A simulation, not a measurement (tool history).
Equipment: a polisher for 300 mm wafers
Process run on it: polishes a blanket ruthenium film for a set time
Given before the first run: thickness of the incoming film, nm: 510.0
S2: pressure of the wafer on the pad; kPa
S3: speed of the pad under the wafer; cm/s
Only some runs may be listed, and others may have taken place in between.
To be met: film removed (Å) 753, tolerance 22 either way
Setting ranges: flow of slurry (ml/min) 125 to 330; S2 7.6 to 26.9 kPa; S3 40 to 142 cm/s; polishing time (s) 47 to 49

{"run": 1, "hour": 0.0, "flow of slurry (ml/min)": 210, "S2": 17.2, "S3": 90, "polishing time (s)": 47, "film removed (Å)": 477.86}
{"run": 2, "hour": 2.7, "flow of slurry (ml/min)": 215, "S2": 19.3, "S3": 90, "polishing time (s)": 47, "film removed (Å)": 531.27}
{"run": 3, "hour": 8.3, "flow of slurry (ml/min)": 215, "S2": 19.3, "S3": 90, "polishing time (s)": 47, "film removed (Å)": 534.84}
{"run": 4, "hour": 16.7, "flow of slurry (ml/min)": 235, "S2": 19.3, "S3": 90, "polishing time (s)": 47, "film removed (Å)": 534.77}
{"run": 5, "hour": 18.4, "flow of slurry (ml/min)": 235, "S2": 16.5, "S3": 90, "polishing time (s)": 47, "film removed (Å)": 465.7}
{"run": 6, "hour": 20.9, "flow of slurry (ml/min)": 235, "S2": 16.5, "S3": 80, "polishing time (s)": 47, "film removed (Å)": 428.06}
{"run": 7, "hour": 23.9, "flow of slurry (ml/min)": 240, "S2": 19.3, "S3": 80, "polishing time (s)": 47, "film removed (Å)": 495.63}
{"run": 8, "hour": 27.6, "flow of slurry (ml/min)": 250, "S2": 24.1, "S3": 82, "polishing time (s)": 47, "film removed (Å)": 635.36}
{"run": 9, "hour": 33.6, "flow of slurry (ml/min)": 250, "S2": 24.8, "S3": 82, "polishing time (s)": 47, "film removed (Å)": 649.01}
{"run": 10, "hour": 37.6, "flow of slurry (ml/min)": 265, "S2": 26.9, "S3": 86, "polishing time (s)": 47, "film removed (Å)": 730.4}

Of the 4 settings listed for the next run, only one would bring every result within its allowed miss of target. Which one?
{"run": "A", "hour": 41.6, "flow of slurry (ml/min)": 200, "S2": 26.9, "S3": 86, "polishing time (s)": 47, "film removed (Å)": "?"}
{"run": "B", "hour": 41.6, "flow of slurry (ml/min)": 255, "S2": 26.9, "S3": 76, "polishing time (s)": 49, "film removed (Å)": "?"}
{"run": "C", "hour": 41.6, "flow of slurry (ml/min)": 275, "S2": 26.2, "S3": 86, "polishing time (s)": 47, "film removed (Å)": "?"}
{"run": "D", "hour": 41.6, "flow of slurry (ml/min)": 260, "S2": 26.2, "S3": 92, "polishing time (s)": 48, "film removed (Å)": "?"}

move=A film_removed_(Å)=711.43
move=B film_removed_(Å)=696.1
move=C film_removed_(Å)=716.16
move=D film_removed_(Å)=764.65
A: further off than the last run
B: further off than the last run
C: further off than the last run
D: every result lands within tolerance
Answer: D
